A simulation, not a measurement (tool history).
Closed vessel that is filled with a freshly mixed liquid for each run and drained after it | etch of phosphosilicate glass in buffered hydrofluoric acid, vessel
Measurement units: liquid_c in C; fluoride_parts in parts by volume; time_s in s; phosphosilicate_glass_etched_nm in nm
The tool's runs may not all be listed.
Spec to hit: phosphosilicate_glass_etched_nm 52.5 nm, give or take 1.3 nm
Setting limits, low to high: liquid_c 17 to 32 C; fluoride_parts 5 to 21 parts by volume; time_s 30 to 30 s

run  hour  liquid_c  fluoride_parts  time_s  phosphosilicate_glass_etched_nm
  1     0        24              13      30                           91.237
  2   5.5        24              13      30                           90.277
  3    10      22.5            13.5      30                           79.825
  4  16.6      22.5            13.5      30                           79.808
  5  18.1      22.5              10      30                           108.14
  6  19.4      21.5              11      30                           92.958
  7    27      20.5            11.5      30                           83.736
  8  27.9        20              12      30                           78.964
  9  35.1      19.5            12.5      30                           72.121
 10  36.7        19              13      30                           67.549
 11  41.7      18.5            13.5      30                           64.169
 12    47        18              14      30                           60.598

4 candidate next runs follow, results not yet known. Just one meets every target within its allowed miss. Identify it.
  A  52.3        20              14      30                                ?
  B  52.3      19.5            13.5      30                                ?
  C  52.3      23.5            18.5      30                                ?
  D  52.3        17              15      30                                ?

move  phosphosilicate_glass_etched_nm
   A                           68.129
   B                           68.651
   C                           62.872
   D                           53.715
A: further off than the last run
B: further off than the last run
C: further off than the last run
D: in spec on every target
So the answer is move D, the one that meets all the targets.

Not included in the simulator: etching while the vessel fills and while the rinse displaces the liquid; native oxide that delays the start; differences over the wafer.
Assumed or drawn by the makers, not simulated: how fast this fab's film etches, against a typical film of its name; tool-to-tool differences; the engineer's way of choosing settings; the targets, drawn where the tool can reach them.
